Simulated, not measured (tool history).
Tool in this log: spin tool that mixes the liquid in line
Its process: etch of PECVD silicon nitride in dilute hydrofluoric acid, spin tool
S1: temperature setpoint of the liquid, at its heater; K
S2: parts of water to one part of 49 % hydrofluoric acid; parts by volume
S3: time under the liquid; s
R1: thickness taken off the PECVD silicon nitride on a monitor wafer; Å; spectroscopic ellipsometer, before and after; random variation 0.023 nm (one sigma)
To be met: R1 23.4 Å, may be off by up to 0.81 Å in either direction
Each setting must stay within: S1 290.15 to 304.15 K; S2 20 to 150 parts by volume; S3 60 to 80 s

run,hour,S1,S2,S3,R1
1,0,296.15,85,80,14.866
2,7.1,296.15,110,80,11.428
3,13.6,294.15,110,80,10.067
4,15.4,291.65,110,80,8.5278
5,19,291.65,95,80,9.6824
6,25.9,291.65,95,60,7.4095
7,33.7,293.65,95,60,8.4967
8,37,295.15,90,60,9.8205
9,38.5,299.15,60,60,19.263
10,40.8,299.15,60,60,19.31
11,43.9,299.65,60,60,20.001
12,46.4,300.15,60,60,20.389
13,48.8,300.65,60,60,21.229

Next run, 5 choices. One meets every target within its allowed miss, the rest don't. Which?
A,51.2,300.15,75,75,?
B,51.2,303.15,70,60,?
C,51.2,302.15,75,75,?
D,51.2,300.65,65,60,?
E,51.2,299.15,65,65,?

move,R1
A,20.905
B,21.731
C,23.787
D,19.91
E,19.549
A: the biggest miss grows against the last run
B: moves toward the targets from the last run without getting all of them in spec
C: every result within its allowed miss
D: the biggest miss grows against the last run
E: the biggest miss grows against the last run
Go with C: it meets all targets.

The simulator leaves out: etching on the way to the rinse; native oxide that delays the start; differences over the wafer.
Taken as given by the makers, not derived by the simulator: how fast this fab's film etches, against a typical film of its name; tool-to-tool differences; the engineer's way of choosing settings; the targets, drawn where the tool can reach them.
